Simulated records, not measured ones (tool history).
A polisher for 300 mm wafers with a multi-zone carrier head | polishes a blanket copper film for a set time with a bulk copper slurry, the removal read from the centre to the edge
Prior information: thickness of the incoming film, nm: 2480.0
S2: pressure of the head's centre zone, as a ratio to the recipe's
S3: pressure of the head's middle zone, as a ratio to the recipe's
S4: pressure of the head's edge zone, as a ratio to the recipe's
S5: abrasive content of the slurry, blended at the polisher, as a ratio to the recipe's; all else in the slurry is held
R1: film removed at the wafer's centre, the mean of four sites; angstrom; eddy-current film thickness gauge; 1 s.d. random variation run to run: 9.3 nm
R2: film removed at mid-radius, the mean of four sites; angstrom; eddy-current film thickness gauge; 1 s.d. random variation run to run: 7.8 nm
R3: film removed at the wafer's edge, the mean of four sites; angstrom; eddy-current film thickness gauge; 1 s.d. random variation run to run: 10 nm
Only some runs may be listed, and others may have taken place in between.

{"run": 1, "hour": 0.0, "flow of slurry (ml/min)": 270, "S2": 1.0, "S3": 1.0, "S4": 1.0, "S5": 1.0, "polishing time (s)": 73, "R1": 9114.9, "R2": 8732.5, "R3": 8749.1}
{"run": 2, "hour": 1.4, "flow of slurry (ml/min)": 270, "S2": 1.08, "S3": 1.0, "S4": 1.0, "S5": 1.0, "polishing time (s)": 73, "R1": 9617.0, "R2": 8706.2, "R3": 8579.3}
{"run": 3, "hour": 4.5, "flow of slurry (ml/min)": 265, "S2": 1.05, "S3": 1.0, "S4": 1.01, "S5": 0.95, "polishing time (s)": 73, "R1": 9522.7, "R2": 8681.8, "R3": 8637.6}
{"run": 4, "hour": 5.7, "flow of slurry (ml/min)": 265, "S2": 1.02, "S3": 1.0, "S4": 1.01, "S5": 0.95, "polishing time (s)": 72, "R1": 8762.2, "R2": 8403.7, "R3": 8545.3}
{"run": 5, "hour": 13.7, "flow of slurry (ml/min)": 265, "S2": 1.02, "S3": 1.0, "S4": 1.01, "S5": 1.05, "polishing time (s)": 72, "R1": 9105.3, "R2": 8742.5, "R3": 8638.9}
{"run": 6, "hour": 15.0, "flow of slurry (ml/min)": 265, "S2": 1.02, "S3": 0.92, "S4": 1.01, "S5": 1.05, "polishing time (s)": 72, "R1": 9127.5, "R2": 8046.4, "R3": 8912.6}
{"run": 7, "hour": 18.0, "flow of slurry (ml/min)": 240, "S2": 0.92, "S3": 0.92, "S4": 0.99, "S5": 0.8, "polishing time (s)": 70, "R1": 7440.3, "R2": 7293.4, "R3": 7870.8}
{"run": 8, "hour": 24.4, "flow of slurry (ml/min)": 240, "S2": 0.92, "S3": 0.92, "S4": 0.99, "S5": 0.8, "polishing time (s)": 70, "R1": 7481.4, "R2": 7557.3, "R3": 8093.5}

Estimate the outcome of run 9 from the log above:
{"run": 9, "hour": 29.4, "flow of slurry (ml/min)": 240, "S2": 0.91, "S3": 0.92, "S4": 0.99, "S5": 0.8, "polishing time (s)": 70, "R1": "?", "R2": "?", "R3": "?"}

{"run 9": {"R1": 7433.4, "R2": 7269.4, "R3": 7896.1}}

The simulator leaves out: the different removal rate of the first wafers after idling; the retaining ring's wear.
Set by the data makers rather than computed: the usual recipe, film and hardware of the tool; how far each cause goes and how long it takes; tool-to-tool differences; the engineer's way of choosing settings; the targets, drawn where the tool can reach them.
